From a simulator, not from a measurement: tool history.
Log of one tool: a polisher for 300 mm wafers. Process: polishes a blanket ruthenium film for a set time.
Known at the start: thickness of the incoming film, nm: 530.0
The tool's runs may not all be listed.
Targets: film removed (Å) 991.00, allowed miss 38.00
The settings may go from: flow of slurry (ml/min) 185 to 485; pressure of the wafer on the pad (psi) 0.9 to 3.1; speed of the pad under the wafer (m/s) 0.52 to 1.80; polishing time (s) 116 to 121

run  hour  flow of slurry (ml/min)  pressure of the wafer on the pad (psi)  speed of the pad under the wafer (m/s)  polishing time (s)  film removed (Å)
  1   0.0                      310                                     2.0                                    1.16                 116           1243.90
  2   5.1                      310                                     2.0                                    1.16                 121           1295.10
  3  12.4                      310                                     1.9                                    1.16                 121           1217.80
  4  19.6                      310                                     1.9                                    1.16                 121           1227.60
  5  21.3                      355                                     1.9                                    1.16                 121           1237.20
  6  28.2                      390                                     1.9                                    1.16                 121           1285.30
  7  35.7                      385                                     1.9                                    1.16                 121           1259.50
  8  42.9                      385                                     1.6                                    1.16                 121           1103.80

Which of these 5 next moves meets every target?
  A  50.1                      390                                     2.1                                    0.90                 116                 ?
  B  50.1                      380                                     1.6                                    1.06                 116                 ?
  C  50.1                      395                                     1.4                                    1.10                 116                 ?
  D  50.1                      390                                     1.4                                    1.32                 119                 ?
  E  50.1                      385                                     2.0                                    1.12                 121                 ?

move  film removed (Å)
   A           1124.90
   B           1009.30
   C            941.57
   D           1094.80
   E           1300.60
A: further off than the last run
B: meets every target
C: takes the result that was furthest off past its target
D: nearer than the last run, and not there yet
E: further off than the last run
Move B is the one to make.

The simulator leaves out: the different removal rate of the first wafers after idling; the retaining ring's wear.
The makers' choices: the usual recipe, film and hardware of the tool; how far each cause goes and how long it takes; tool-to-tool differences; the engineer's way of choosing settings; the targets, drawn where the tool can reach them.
